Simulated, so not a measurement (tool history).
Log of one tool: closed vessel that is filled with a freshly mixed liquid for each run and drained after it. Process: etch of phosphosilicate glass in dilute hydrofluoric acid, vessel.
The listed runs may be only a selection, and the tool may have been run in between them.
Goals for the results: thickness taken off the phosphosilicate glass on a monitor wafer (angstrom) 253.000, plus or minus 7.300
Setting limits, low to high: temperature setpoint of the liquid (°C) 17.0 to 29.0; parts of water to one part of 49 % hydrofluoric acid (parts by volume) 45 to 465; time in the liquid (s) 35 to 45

run,hour,temperature setpoint of the liquid (°C),parts of water to one part of 49 % hydrofluoric acid (parts by volume),time in the liquid (s),thickness taken off the phosphosilicate glass on a monitor wafer (angstrom)
1,0.0,21.0,255,45,111.890
2,5.0,21.0,255,45,111.080
3,13.1,21.0,255,45,109.480
4,18.9,21.0,290,45,93.615
5,26.3,23.0,250,45,122.780
6,33.3,24.5,220,45,150.110
7,40.0,25.5,200,45,176.280
8,41.4,26.5,190,45,194.200
9,47.1,27.0,180,45,211.340
10,48.5,27.5,175,45,222.840
11,55.2,28.0,170,45,235.070
12,57.1,28.5,170,45,236.090

Below are 4 possible settings for the next run. Only one of them brings all results inside the allowed miss of their targets. Which is it?
A,59.0,26.5,165,45,?
B,59.0,26.0,120,35,?
C,59.0,27.5,170,45,?
D,59.0,27.5,165,45,?

move,thickness taken off the phosphosilicate glass on a monitor wafer (angstrom)
A,227.890
B,252.640
C,228.070
D,236.400
A: moves away from the targets compared with the last run
B: all results land within tolerance of their targets
C: moves away from the targets compared with the last run
D: neither nearer nor further off than the last run
Move B is the one to make.
